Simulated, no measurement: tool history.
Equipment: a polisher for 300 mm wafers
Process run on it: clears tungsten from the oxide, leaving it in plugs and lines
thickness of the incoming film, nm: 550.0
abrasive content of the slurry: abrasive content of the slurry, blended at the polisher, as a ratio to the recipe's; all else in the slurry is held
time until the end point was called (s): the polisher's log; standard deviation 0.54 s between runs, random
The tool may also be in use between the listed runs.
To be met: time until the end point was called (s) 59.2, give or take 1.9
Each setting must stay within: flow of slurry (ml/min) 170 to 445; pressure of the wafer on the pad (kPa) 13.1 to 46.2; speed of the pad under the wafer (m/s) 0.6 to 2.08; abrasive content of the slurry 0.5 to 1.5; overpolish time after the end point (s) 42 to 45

| run | day | flow of slurry (ml/min) | pressure of the wafer on the pad (kPa) | speed of the pad under the wafer (m/s) | abrasive content of the slurry | overpolish time after the end point (s) | time until the end point was called (s) |
|---|---|---|---|---|---|---|---|
| 1 | 0 | 285 | 29.6 | 1.34 | 1 | 42 | 75.954 |
| 2 | 0.154 | 285 | 23.4 | 1.34 | 1 | 42 | 96.284 |
| 3 | 0.396 | 285 | 24.8 | 1.34 | 1 | 42 | 92.612 |
| 4 | 0.721 | 285 | 26.2 | 1.34 | 1 | 42 | 86.358 |
| 5 | 0.871 | 285 | 27.6 | 1.34 | 1 | 42 | 83.02 |
| 6 | 0.942 | 285 | 27.6 | 1.34 | 0.9 | 42 | 83.25 |
| 7 | 1.129 | 285 | 29 | 1.34 | 0.9 | 42 | 81.266 |
| 8 | 1.15 | 285 | 30.3 | 1.34 | 0.9 | 42 | 75.917 |
| 9 | 1.292 | 285 | 31 | 1.34 | 0.9 | 42 | 76.361 |
| 10 | 1.317 | 285 | 31 | 1.34 | 0.9 | 42 | 76.721 |
| 11 | 1.621 | 285 | 31.7 | 1.34 | 0.9 | 42 | 74.601 |
| 12 | 1.992 | 285 | 31.7 | 1.34 | 0.9 | 42 | 74.314 |

Consider the 4 candidate settings below. Which is the only one whose results all fall within their allowed miss of target?
| A | 2.362 | 305 | 30.3 | 1.28 | 0.95 | 45 | ? |
| B | 2.362 | 270 | 26.2 | 1.12 | 0.9 | 45 | ? |
| C | 2.362 | 335 | 31 | 1.16 | 0.9 | 42 | ? |
| D | 2.362 | 305 | 35.2 | 1.4 | 1.2 | 45 | ? |

| move | time until the end point was called (s) |
|---|---|
| A | 77.957 |
| B | 104.71 |
| C | 84.129 |
| D | 58.857 |
A: further off than the last run
B: further off than the last run
C: further off than the last run
D: all results in spec
D meets every target.
